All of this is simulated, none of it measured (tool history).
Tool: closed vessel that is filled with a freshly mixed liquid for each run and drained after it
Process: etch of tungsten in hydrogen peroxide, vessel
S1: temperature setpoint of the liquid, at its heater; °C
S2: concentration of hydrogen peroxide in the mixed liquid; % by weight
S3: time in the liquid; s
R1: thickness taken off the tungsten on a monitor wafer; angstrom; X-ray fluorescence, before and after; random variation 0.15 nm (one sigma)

run    day    S1  S2  S3      R1
  1      0    53  23  30  400.13
  2  0.054    51  23  30  348.06
  3  0.246    51  23  30  355.67
  4  0.296  47.5  23  30  285.81
  5  0.454    51  23  30  351.74
  6  0.796    51  23  30  357.28
  7  1.162  49.5  23  30  323.59
  8  1.354  49.5  23  30  323.69

Run 9 comes next. What will it give?
  9  1.421  48  23  30   ?

R1: 296.01 angstrom
